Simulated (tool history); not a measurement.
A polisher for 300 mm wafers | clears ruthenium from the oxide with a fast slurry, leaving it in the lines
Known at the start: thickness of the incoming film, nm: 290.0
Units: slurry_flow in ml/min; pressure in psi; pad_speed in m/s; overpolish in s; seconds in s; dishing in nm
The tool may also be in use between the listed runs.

Run 1, day 0.000: slurry_flow 245 ml/min, pressure 2.3 psi, pad_speed 0.82 m/s, slurry_solids 1.00, overpolish 10 s. Result: seconds 100.660 s, dishing 22.389 nm.
Run 2, day 0.321: slurry_flow 245 ml/min, pressure 2.3 psi, pad_speed 0.82 m/s, slurry_solids 1.00, overpolish 14 s. Result: seconds 101.970 s, dishing 31.350 nm.
Run 3, day 0.388: slurry_flow 245 ml/min, pressure 2.3 psi, pad_speed 0.82 m/s, slurry_solids 1.00, overpolish 16 s. Result: seconds 99.952 s, dishing 34.703 nm.
Run 4, day 0.650: slurry_flow 250 ml/min, pressure 2.4 psi, pad_speed 0.82 m/s, slurry_solids 1.00, overpolish 16 s. Result: seconds 98.191 s, dishing 35.954 nm.
Run 5, day 1.004: slurry_flow 250 ml/min, pressure 2.4 psi, pad_speed 0.82 m/s, slurry_solids 1.00, overpolish 18 s. Result: seconds 98.746 s, dishing 39.286 nm.
Run 6, day 1.354: slurry_flow 250 ml/min, pressure 2.4 psi, pad_speed 0.82 m/s, slurry_solids 1.15, overpolish 18 s. Result: seconds 93.783 s, dishing 41.634 nm.
Run 7, day 1.692: slurry_flow 255 ml/min, pressure 2.4 psi, pad_speed 0.82 m/s, slurry_solids 1.20, overpolish 17 s. Result: seconds 91.771 s, dishing 40.043 nm.

Run 8 comes next. What will it give?
Run 8, day 1.921: slurry_flow 255 ml/min, pressure 2.4 psi, pad_speed 0.82 m/s, slurry_solids 1.20, overpolish 16 s. Result: seconds ?, dishing ?.

{"run 8": {"seconds": 88.972, "dishing": 38.525}}
